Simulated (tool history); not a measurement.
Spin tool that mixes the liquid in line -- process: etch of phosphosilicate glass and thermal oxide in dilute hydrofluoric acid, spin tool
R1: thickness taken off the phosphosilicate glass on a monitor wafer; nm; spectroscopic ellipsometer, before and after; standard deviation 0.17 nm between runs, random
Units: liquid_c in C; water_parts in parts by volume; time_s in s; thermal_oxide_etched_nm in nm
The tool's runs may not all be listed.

Run 1, day 0.000: liquid_c 23.0 C, water_parts 190 parts by volume, time_s 30 s. Result: R1 11.477 nm, thermal_oxide_etched_nm 0.58376 nm.
Run 2, day 0.054: liquid_c 25.0 C, water_parts 185 parts by volume, time_s 30 s. Result: R1 12.754 nm, thermal_oxide_etched_nm 0.65337 nm.
Run 3, day 0.338: liquid_c 25.0 C, water_parts 160 parts by volume, time_s 30 s. Result: R1 15.383 nm, thermal_oxide_etched_nm 0.71853 nm.
Run 4, day 0.546: liquid_c 23.5 C, water_parts 160 parts by volume, time_s 30 s. Result: R1 14.310 nm, thermal_oxide_etched_nm 0.72939 nm.
Run 5, day 0.779: liquid_c 23.5 C, water_parts 95 parts by volume, time_s 30 s. Result: R1 26.296 nm, thermal_oxide_etched_nm 1.47120 nm.
Run 6, day 1.075: liquid_c 23.0 C, water_parts 105 parts by volume, time_s 30 s. Result: R1 23.039 nm, thermal_oxide_etched_nm 1.28560 nm.

What does the tool deliver on the next run?
Run 7, day 1.167: liquid_c 22.5 C, water_parts 115 parts by volume, time_s 30 s. Result: R1 ?, thermal_oxide_etched_nm ?.

{"run 7": {"R1": 20.347, "thermal_oxide_etched_nm": 1.1126}}
